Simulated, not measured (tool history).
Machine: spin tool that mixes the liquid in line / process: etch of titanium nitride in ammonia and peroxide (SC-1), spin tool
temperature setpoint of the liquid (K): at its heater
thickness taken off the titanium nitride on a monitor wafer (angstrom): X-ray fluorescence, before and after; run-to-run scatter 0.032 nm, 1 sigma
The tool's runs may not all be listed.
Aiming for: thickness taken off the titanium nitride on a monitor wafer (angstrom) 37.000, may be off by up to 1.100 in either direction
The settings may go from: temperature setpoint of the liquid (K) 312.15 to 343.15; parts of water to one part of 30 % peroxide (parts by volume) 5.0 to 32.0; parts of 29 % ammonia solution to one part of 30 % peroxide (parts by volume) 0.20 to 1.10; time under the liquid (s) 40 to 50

run  hour  temperature setpoint of the liquid (K)  parts of water to one part of 30 % peroxide (parts by volume)  parts of 29 % ammonia solution to one part of 30 % peroxide (parts by volume)  time under the liquid (s)  thickness taken off the titanium nitride on a monitor wafer (angstrom)
  1   0.0                                  328.15                                                           17.5                                                                           0.60                         50                                                                  41.467
  2   8.3                                  327.15                                                           17.5                                                                           0.60                         50                                                                  39.006
  3  15.2                                  327.15                                                           23.0                                                                           0.60                         50                                                                  33.286
  4  20.9                                  327.15                                                           23.0                                                                           0.50                         50                                                                  32.211
  5  28.6                                  327.15                                                           26.5                                                                           0.50                         50                                                                  29.815
  6  34.3                                  327.15                                                           26.5                                                                           0.50                         40                                                                  23.861
  7  41.4                                  328.15                                                           26.5                                                                           0.50                         40                                                                  25.256
  8  43.2                                  335.15                                                           26.5                                                                           0.50                         40                                                                  40.258

Exactly one of the 4 candidate moves below puts every result within its allowed miss. Which one?
  A  45.0                                  336.65                                                           28.5                                                                           0.75                         40                                                                       ?
  B  45.0                                  334.15                                                           24.5                                                                           0.60                         40                                                                       ?
  C  45.0                                  332.15                                                           26.5                                                                           0.50                         45                                                                       ?
  D  45.0                                  332.65                                                           26.0                                                                           0.45                         40                                                                       ?

move  thickness taken off the titanium nitride on a monitor wafer (angstrom)
   A                                                                  45.560
   B                                                                  40.497
   C                                                                  36.939
   D                                                                  33.624
A: the biggest miss grows against the last run
B: the biggest miss grows against the last run
C: hits every target within its allowed miss
D: carries the result that was furthest off beyond its target, to the other side
Go with C: it meets all targets.
